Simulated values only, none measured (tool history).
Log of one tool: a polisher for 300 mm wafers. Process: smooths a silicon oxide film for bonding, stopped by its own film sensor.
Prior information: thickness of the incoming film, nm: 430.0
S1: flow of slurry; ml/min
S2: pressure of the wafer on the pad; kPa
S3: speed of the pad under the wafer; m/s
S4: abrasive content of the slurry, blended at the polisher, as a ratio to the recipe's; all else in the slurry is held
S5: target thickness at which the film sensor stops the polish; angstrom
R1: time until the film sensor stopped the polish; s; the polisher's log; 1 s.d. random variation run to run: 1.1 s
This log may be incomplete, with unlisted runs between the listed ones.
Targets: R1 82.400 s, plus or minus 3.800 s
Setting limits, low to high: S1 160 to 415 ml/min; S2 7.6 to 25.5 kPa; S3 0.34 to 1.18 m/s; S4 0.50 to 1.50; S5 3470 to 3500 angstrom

run 1 day=0.000 | S1=265 S2=16.5 S3=0.76 S4=1.00 S5=3500 | R1=121.180
run 2 day=0.333 | S1=265 S2=18.6 S3=0.76 S4=1.00 S5=3500 | R1=109.080
run 3 day=0.542 | S1=265 S2=18.6 S3=0.76 S4=1.00 S5=3470 | R1=112.370
run 4 day=0.758 | S1=265 S2=18.6 S3=0.84 S4=1.00 S5=3470 | R1=105.370
-- day=0.888 slurry blender recalibrated
run 5 day=0.888 | S1=265 S2=19.3 S3=0.84 S4=1.00 S5=3470 | R1=95.183
run 6 day=1.212 | S1=265 S2=20.0 S3=0.84 S4=1.00 S5=3470 | R1=94.515
run 7 day=1.533 | S1=265 S2=20.7 S3=0.84 S4=1.00 S5=3470 | R1=91.086
run 8 day=1.725 | S1=265 S2=21.4 S3=0.84 S4=1.00 S5=3470 | R1=88.115

5 next moves are on the table. One of them brings every result within its allowed miss. Which?
run A day=1.917 | S1=315 S2=17.9 S3=0.80 S4=1.15 S5=3490 | R1=?
run B day=1.917 | S1=315 S2=20.0 S3=0.80 S4=0.95 S5=3470 | R1=?
run C day=1.917 | S1=265 S2=21.4 S3=0.74 S4=1.15 S5=3470 | R1=?
run D day=1.917 | S1=275 S2=21.4 S3=0.82 S4=0.90 S5=3470 | R1=?
run E day=1.917 | S1=305 S2=20.0 S3=0.84 S4=1.15 S5=3500 | R1=?

move=A R1=98.285
move=B R1=97.681
move=C R1=95.217
move=D R1=93.434
move=E R1=86.178
A: moves away from the targets compared with the last run
B: moves away from the targets compared with the last run
C: moves away from the targets compared with the last run
D: moves away from the targets compared with the last run
E: all results in spec
So the answer is move E, the one that meets all the targets.

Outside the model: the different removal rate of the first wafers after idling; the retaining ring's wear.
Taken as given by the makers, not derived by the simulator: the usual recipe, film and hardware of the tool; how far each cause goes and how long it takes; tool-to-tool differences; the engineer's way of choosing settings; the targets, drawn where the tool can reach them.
